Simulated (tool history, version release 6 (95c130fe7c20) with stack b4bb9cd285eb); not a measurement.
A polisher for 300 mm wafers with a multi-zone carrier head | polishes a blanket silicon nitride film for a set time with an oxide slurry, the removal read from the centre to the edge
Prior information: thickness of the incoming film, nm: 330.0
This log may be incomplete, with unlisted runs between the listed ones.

| run | day | flow of slurry (ml/min) | pressure of the head's centre zone | pressure of the head's middle zone | pressure of the head's edge zone | abrasive content of the slurry | polishing time (s) | film removed at the wafer's centre (Å) | film removed at mid-radius (Å) | film removed at the wafer's edge (Å) |
|---|---|---|---|---|---|---|---|---|---|---|
| 1 | 0 | 170 | 1 | 1 | 1 | 1 | 50 | 389.75 | 353.97 | 349.79 |
| 2 | 0.233 | 165 | 0.98 | 0.99 | 0.98 | 0.9 | 49 | 351.15 | 339.67 | 333.26 |
| 3 | 0.346 | 165 | 0.98 | 0.99 | 0.98 | 0.75 | 49 | 343.91 | 321.04 | 314.48 |
| 4 | 0.412 | 165 | 0.98 | 0.99 | 1.06 | 0.75 | 49 | 343.35 | 322.48 | 332.21 |
| 5 | 0.708 | 205 | 0.98 | 0.99 | 1.06 | 0.75 | 49 | 341.7 | 332.72 | 332.4 |
| 6 | 0.888 | 205 | 0.97 | 0.97 | 1.03 | 0.7 | 47 | 332.83 | 310.04 | 314.27 |
| 7 | 1.238 | 200 | 0.95 | 0.97 | 1.01 | 0.65 | 45 | 298.93 | 286.2 | 284.85 |
| 8 | 1.558 | 195 | 0.93 | 0.95 | 0.98 | 0.6 | 44 | 284.61 | 270.77 | 272.75 |
| 9 | 1.679 | 190 | 0.92 | 0.94 | 0.96 | 0.6 | 43 | 273.68 | 263.04 | 263.21 |
| 10 | 1.779 | 185 | 0.91 | 0.93 | 0.94 | 0.6 | 42 | 255.04 | 255.42 | 255.73 |
| 11 | 1.946 | 180 | 0.91 | 0.92 | 0.92 | 0.6 | 41 | 255.38 | 243.09 | 249.6 |
| 12 | 2.242 | 175 | 0.91 | 0.92 | 0.9 | 0.6 | 41 | 252.05 | 244.95 | 241.37 |
| 13 | 2.612 | 170 | 0.9 | 0.91 | 0.89 | 0.6 | 41 | 244.33 | 237.05 | 240.5 |
|  | 2.8 | centre zone pressure recalibrated |
| 14 | 2.8 | 170 | 0.9 | 0.91 | 0.89 | 0.6 | 41 | 230.41 | 242.04 | 243.82 |
| 15 | 3.092 | 170 | 0.9 | 0.91 | 0.89 | 0.6 | 41 | 235.82 | 238.32 | 243.33 |
| 16 | 3.117 | 165 | 0.91 | 0.91 | 0.88 | 0.6 | 41 | 234.49 | 239.83 | 243.99 |
| 17 | 3.367 | 175 | 0.91 | 0.9 | 0.87 | 0.6 | 40 | 227.6 | 236.62 | 235.03 |
| 18 | 3.583 | 170 | 0.93 | 0.9 | 0.87 | 0.6 | 40 | 233.03 | 233.37 | 232.43 |
| 19 | 3.788 | 165 | 0.94 | 0.9 | 0.86 | 0.6 | 40 | 231.06 | 232.11 | 238.09 |
| 20 | 3.829 | 175 | 0.95 | 0.9 | 0.86 | 0.6 | 39 | 232.32 | 227.76 | 230.05 |

Forecast run 21:
| 21 | 4.154 | 175 | 0.96 | 0.9 | 0.85 | 0.6 | 39 | ? | ? | ? |

film removed at the wafer's centre (Å): 232.59
film removed at mid-radius (Å): 225.94
film removed at the wafer's edge (Å): 228.38

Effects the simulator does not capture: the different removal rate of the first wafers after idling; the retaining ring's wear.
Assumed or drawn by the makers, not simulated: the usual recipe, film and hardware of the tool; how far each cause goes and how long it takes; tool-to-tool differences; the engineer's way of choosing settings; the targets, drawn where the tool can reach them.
